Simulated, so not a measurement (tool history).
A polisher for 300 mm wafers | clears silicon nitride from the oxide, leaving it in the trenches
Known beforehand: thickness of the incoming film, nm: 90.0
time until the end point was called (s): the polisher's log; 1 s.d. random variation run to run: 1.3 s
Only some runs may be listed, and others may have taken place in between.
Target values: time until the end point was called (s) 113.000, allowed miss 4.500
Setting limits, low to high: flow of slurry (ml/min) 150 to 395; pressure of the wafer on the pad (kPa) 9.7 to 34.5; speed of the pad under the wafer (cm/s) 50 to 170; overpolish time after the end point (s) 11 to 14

run  hour  flow of slurry (ml/min)  pressure of the wafer on the pad (kPa)  speed of the pad under the wafer (cm/s)  overpolish time after the end point (s)  time until the end point was called (s)
  1   0.0                      250                                    22.1                                      110                                       14                                   75.280
  2   4.4                      250                                    22.1                                       96                                       14                                   85.649
  3   6.5                      215                                    22.1                                       96                                       14                                   90.176
  4  13.0                      215                                    24.1                                       96                                       14                                   80.455
  5  20.0                      215                                    24.1                                      112                                       14                                   69.899
  6  24.1                      240                                    24.1                                      112                                       14                                   68.561
  7  27.7                      225                                    17.9                                      108                                       14                                   96.558
  8  31.7                      215                                    17.2                                      108                                       14                                  100.200

Which one of the following 4 next-run settings gets every result inside its allowed miss? There is exactly one.
  A  35.7                      190                                    17.2                                      110                                       12                                        ?
  B  35.7                      240                                    23.4                                       70                                       11                                        ?
  C  35.7                      180                                    17.2                                       90                                       14                                        ?
  D  35.7                      185                                    22.1                                       86                                       14                                        ?

move  time until the end point was called (s)
   A                                  100.180
   B                                  111.240
   C                                  122.730
   D                                  100.540
A: just as far off the targets as the last run
B: hits every target within its allowed miss
C: takes the result that was furthest off past its target
D: just as far off the targets as the last run
So the answer is move B, the one that meets all the targets.

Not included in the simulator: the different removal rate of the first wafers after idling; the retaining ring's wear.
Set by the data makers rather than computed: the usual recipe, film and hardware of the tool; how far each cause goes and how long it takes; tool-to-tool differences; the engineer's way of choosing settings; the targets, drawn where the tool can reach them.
